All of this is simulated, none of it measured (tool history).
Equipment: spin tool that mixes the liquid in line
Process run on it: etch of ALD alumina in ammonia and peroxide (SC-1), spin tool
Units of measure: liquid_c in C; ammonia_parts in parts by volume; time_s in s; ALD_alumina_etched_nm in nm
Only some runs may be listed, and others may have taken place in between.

Run 1, hour 0: liquid_c 49 C, ammonia_parts 0.6 parts by volume, time_s 310 s. Result: ALD_alumina_etched_nm 18.645 nm.
Run 2, hour 4.3: liquid_c 48 C, ammonia_parts 0.6 parts by volume, time_s 310 s. Result: ALD_alumina_etched_nm 17.632 nm.
Run 3, hour 9.1: liquid_c 47 C, ammonia_parts 0.6 parts by volume, time_s 310 s. Result: ALD_alumina_etched_nm 17.127 nm.
Run 4, hour 11.1: liquid_c 46 C, ammonia_parts 0.6 parts by volume, time_s 310 s. Result: ALD_alumina_etched_nm 15.867 nm.
Run 5, hour 13.9: liquid_c 46 C, ammonia_parts 0.7 parts by volume, time_s 310 s. Result: ALD_alumina_etched_nm 16.01 nm.
Run 6, hour 19.6: liquid_c 46 C, ammonia_parts 0.9 parts by volume, time_s 310 s. Result: ALD_alumina_etched_nm 16.595 nm.

Expected results for the next run?
Run 7, hour 23: liquid_c 45 C, ammonia_parts 0.9 parts by volume, time_s 310 s. Result: ALD_alumina_etched_nm ?.

ALD_alumina_etched_nm: 15.559 nm
